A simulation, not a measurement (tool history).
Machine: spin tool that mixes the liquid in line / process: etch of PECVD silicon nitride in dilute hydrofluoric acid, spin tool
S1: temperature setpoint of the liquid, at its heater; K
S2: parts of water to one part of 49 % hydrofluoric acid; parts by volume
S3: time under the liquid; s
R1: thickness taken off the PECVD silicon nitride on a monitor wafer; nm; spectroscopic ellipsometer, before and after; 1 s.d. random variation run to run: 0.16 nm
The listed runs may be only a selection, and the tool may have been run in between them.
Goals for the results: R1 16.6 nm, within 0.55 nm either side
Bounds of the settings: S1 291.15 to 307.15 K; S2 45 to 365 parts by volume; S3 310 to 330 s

| run | hour | S1 | S2 | S3 | R1 |
|---|---|---|---|---|---|
| 1 | 0 | 299.15 | 205 | 310 | 9.7957 |
| 2 | 6.9 | 299.15 | 150 | 310 | 13.465 |
| 3 | 13.4 | 300.15 | 150 | 310 | 14.263 |
| 4 | 21.3 | 300.15 | 150 | 330 | 15.544 |
| 5 | 27.2 | 300.15 | 185 | 330 | 12.418 |
| 6 | 35.4 | 302.15 | 185 | 330 | 13.801 |
| 7 | 43.2 | 303.15 | 185 | 330 | 14.84 |
| 8 | 47 | 303.65 | 185 | 330 | 15.444 |

Pick the move, out of 5, that brings all results within their allowed miss; only one does.
| A | 50.8 | 301.15 | 160 | 330 | ? |
| B | 50.8 | 296.65 | 100 | 330 | ? |
| C | 50.8 | 302.15 | 145 | 330 | ? |
| D | 50.8 | 307.15 | 195 | 330 | ? |
| E | 50.8 | 305.65 | 180 | 310 | ? |

| move | R1 |
|---|---|
| A | 15.272 |
| B | 18.268 |
| C | 17.943 |
| D | 17.867 |
| E | 16.707 |
A: lands further from the targets than the last run did
B: takes the biggest miss from the last run beyond its target
C: takes the biggest miss from the last run beyond its target
D: takes the biggest miss from the last run beyond its target
E: in spec on every target
So the answer is move E, the one that meets all the targets.

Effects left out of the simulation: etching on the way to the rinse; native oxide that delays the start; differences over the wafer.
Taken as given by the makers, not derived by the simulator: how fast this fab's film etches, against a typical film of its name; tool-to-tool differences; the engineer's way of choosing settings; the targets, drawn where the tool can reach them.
